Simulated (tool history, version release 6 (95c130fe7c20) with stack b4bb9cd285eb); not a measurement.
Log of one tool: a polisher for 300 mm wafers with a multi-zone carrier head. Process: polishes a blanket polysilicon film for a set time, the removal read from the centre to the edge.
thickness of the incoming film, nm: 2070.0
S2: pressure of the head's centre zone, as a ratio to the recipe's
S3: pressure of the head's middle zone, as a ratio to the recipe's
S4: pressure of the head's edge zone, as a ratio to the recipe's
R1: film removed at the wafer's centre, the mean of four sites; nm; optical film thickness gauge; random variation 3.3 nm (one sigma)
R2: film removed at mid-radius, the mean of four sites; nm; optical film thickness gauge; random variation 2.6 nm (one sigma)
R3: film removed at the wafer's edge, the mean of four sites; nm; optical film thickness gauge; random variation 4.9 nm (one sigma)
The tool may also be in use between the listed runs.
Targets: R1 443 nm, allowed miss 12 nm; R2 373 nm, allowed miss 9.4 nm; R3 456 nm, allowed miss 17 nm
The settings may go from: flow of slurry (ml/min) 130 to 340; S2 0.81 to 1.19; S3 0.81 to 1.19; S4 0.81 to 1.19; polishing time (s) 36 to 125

{"run": 1, "hour": 0.0, "flow of slurry (ml/min)": 220, "S2": 1, "S3": 1, "S4": 1, "polishing time (s)": 80, "R1": 647.94, "R2": 662.49, "R3": 663.17}
{"run": 2, "hour": 6.6, "flow of slurry (ml/min)": 220, "S2": 1, "S3": 1, "S4": 1, "polishing time (s)": 61, "R1": 491.09, "R2": 505.76, "R3": 501.13}
{"run": 3, "hour": 14.1, "flow of slurry (ml/min)": 210, "S2": 1.01, "S3": 0.97, "S4": 1.01, "polishing time (s)": 60, "R1": 480.49, "R2": 480.76, "R3": 497.72}
{"run": 4, "hour": 15.0, "flow of slurry (ml/min)": 210, "S2": 1.01, "S3": 1.04, "S4": 1.01, "polishing time (s)": 60, "R1": 494.31, "R2": 511.44, "R3": 493.56}
{"run": 5, "hour": 18.2, "flow of slurry (ml/min)": 175, "S2": 1.01, "S3": 1.04, "S4": 1.01, "polishing time (s)": 60, "R1": 475.04, "R2": 502.17, "R3": 494.2}
{"run": 6, "hour": 19.4, "flow of slurry (ml/min)": 150, "S2": 1.01, "S3": 1.04, "S4": 1.01, "polishing time (s)": 60, "R1": 463.37, "R2": 499.01, "R3": 489.8}
{"run": 7, "hour": 27.9, "flow of slurry (ml/min)": 175, "S2": 1.05, "S3": 0.94, "S4": 1.04, "polishing time (s)": 51, "R1": 423.4, "R2": 395.49, "R3": 427.86}
{"run": 8, "hour": 34.1, "flow of slurry (ml/min)": 175, "S2": 1.06, "S3": 0.93, "S4": 1.06, "polishing time (s)": 52, "R1": 433.49, "R2": 396.87, "R3": 423.66}
{"run": 9, "hour": 38.5, "flow of slurry (ml/min)": 165, "S2": 1.06, "S3": 0.91, "S4": 1.07, "polishing time (s)": 53, "R1": 440.67, "R2": 395.06, "R3": 440.01}
{"run": 10, "hour": 40.9, "flow of slurry (ml/min)": 160, "S2": 1.06, "S3": 0.9, "S4": 1.08, "polishing time (s)": 53, "R1": 438.17, "R2": 390.84, "R3": 443.71}
{"run": 11, "hour": 43.6, "flow of slurry (ml/min)": 155, "S2": 1.06, "S3": 0.89, "S4": 1.09, "polishing time (s)": 53, "R1": 436.54, "R2": 383.17, "R3": 449.43}

Which of these 4 next moves meets every target?
{"run": "A", "hour": 46.3, "flow of slurry (ml/min)": 135, "S2": 1.1, "S3": 0.87, "S4": 1.05, "polishing time (s)": 51, "R1": "?", "R2": "?", "R3": "?"}
{"run": "B", "hour": 46.3, "flow of slurry (ml/min)": 135, "S2": 1.15, "S3": 0.87, "S4": 1.1, "polishing time (s)": 51, "R1": "?", "R2": "?", "R3": "?"}
{"run": "C", "hour": 46.3, "flow of slurry (ml/min)": 135, "S2": 1.03, "S3": 0.81, "S4": 1.16, "polishing time (s)": 53, "R1": "?", "R2": "?", "R3": "?"}
{"run": "D", "hour": 46.3, "flow of slurry (ml/min)": 130, "S2": 1.04, "S3": 0.81, "S4": 1.02, "polishing time (s)": 57, "R1": "?", "R2": "?", "R3": "?"}

move=A R1=428.33 R2=354.05 R3=418.48
move=B R1=447.94 R2=353.93 R3=427.24
move=C R1=416.43 R2=347.08 R3=455.29
move=D R1=449.83 R2=371.55 R3=460.62
A: takes the result that was furthest off past its target
B: takes the result that was furthest off past its target
C: takes the result that was furthest off past its target
D: meets every target
The right move is D.
